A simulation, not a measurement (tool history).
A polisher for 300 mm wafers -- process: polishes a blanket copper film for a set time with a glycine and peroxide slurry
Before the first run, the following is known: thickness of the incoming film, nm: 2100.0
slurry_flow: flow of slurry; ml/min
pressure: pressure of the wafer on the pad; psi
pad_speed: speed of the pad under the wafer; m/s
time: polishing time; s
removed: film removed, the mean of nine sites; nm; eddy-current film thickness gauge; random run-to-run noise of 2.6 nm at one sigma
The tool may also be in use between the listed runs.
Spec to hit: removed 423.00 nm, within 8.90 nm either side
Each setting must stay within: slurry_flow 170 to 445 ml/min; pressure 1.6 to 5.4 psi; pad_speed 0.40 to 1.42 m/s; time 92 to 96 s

run,hour,slurry_flow,pressure,pad_speed,time,removed
1,0.0,285,3.5,0.90,92,485.14
2,8.5,280,3.3,0.90,92,466.45
3,9.5,280,3.2,0.90,92,457.30
4,10.1,275,3.1,0.90,92,444.65
5,14.2,270,3.0,0.90,92,435.40
6,22.5,270,3.0,0.78,92,390.20
7,30.5,275,3.1,0.78,92,396.24
8,36.1,275,3.2,0.78,92,406.32

Which one of the following 4 next-run settings gets every result inside its allowed miss? There is exactly one.
A,41.7,285,2.6,0.82,94,?
B,41.7,240,3.5,0.72,92,?
C,41.7,255,2.5,0.92,92,?
D,41.7,205,3.7,0.72,96,?

move,removed
A,376.23
B,392.82
C,389.50
D,416.38
A: further off than the last run
B: further off than the last run
C: further off than the last run
D: every result lands within tolerance
D is the move that brings every result within its allowed miss.

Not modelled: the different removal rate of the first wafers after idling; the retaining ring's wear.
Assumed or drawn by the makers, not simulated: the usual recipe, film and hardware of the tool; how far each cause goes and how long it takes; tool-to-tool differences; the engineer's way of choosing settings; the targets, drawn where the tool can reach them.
